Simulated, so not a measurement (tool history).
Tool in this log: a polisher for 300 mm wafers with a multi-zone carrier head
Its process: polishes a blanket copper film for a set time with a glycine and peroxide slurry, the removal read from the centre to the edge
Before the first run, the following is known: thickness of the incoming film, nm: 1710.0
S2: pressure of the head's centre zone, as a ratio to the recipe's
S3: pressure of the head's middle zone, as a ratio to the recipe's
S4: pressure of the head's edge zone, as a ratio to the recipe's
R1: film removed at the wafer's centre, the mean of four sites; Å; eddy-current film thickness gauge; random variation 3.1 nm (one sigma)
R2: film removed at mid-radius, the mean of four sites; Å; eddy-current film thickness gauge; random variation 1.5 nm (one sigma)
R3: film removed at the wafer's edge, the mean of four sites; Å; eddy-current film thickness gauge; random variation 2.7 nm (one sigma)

run 1 day=0.000 | flow_of_slurry_(ml/min)=125 S2=1.00 S3=1.00 S4=1.00 polishing_time_(s)=50 | R1=3185.1 R2=2930.3 R3=3070.4
run 2 day=0.075 | flow_of_slurry_(ml/min)=125 S2=1.00 S3=0.97 S4=1.00 polishing_time_(s)=50 | R1=3141.2 R2=2894.2 R3=3163.4
run 3 day=0.196 | flow_of_slurry_(ml/min)=120 S2=0.99 S3=0.98 S4=0.98 polishing_time_(s)=48 | R1=2988.9 R2=2794.3 R3=2957.9
run 4 day=0.375 | flow_of_slurry_(ml/min)=115 S2=0.98 S3=0.98 S4=0.97 polishing_time_(s)=46 | R1=2714.5 R2=2623.5 R3=2784.0
run 5 day=0.504 | flow_of_slurry_(ml/min)=115 S2=0.91 S3=0.98 S4=0.97 polishing_time_(s)=46 | R1=2672.2 R2=2637.5 R3=2756.8
run 6 day=0.754 | flow_of_slurry_(ml/min)=125 S2=0.91 S3=0.98 S4=0.97 polishing_time_(s)=46 | R1=2716.7 R2=2703.5 R3=2793.8
run 7 day=1.042 | flow_of_slurry_(ml/min)=120 S2=0.91 S3=0.98 S4=0.95 polishing_time_(s)=45 | R1=2616.8 R2=2625.4 R3=2662.1

Run 8 has not been measured yet. What should we expect?
run 8 day=1.175 | flow_of_slurry_(ml/min)=115 S2=0.90 S3=0.97 S4=0.93 polishing_time_(s)=44 | R1=? R2=? R3=?

R1: 2509.6 Å
R2: 2504.0 Å
R3: 2620.4 Å
